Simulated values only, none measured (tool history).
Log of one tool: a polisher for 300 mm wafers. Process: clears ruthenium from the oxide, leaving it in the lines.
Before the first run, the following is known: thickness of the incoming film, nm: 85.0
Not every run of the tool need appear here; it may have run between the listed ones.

| run | hour | flow of slurry (ml/min) | pressure of the wafer on the pad (kPa) | speed of the pad under the wafer (cm/s) | overpolish time after the end point (s) | time until the end point was called (s) |
|---|---|---|---|---|---|---|
| 1 | 0 | 315 | 12.4 | 78 | 34 | 81.312 |
| 2 | 4.4 | 315 | 10.3 | 74 | 34 | 102.1 |
| 3 | 12.9 | 260 | 10.3 | 74 | 34 | 102.73 |
| 4 | 20.3 | 260 | 10.3 | 74 | 37 | 99.892 |
| 5 | 20.9 | 260 | 9 | 72 | 37 | 123.1 |
| 6 | 22.5 | 260 | 8.3 | 72 | 37 | 130.91 |
| 7 | 25.5 | 260 | 7.6 | 72 | 37 | 141.01 |

Forecast run 8:
| 8 | 26.7 | 260 | 7.6 | 72 | 37 | ? |

Run 8 came out at time until the end point was called (s) 137.59.
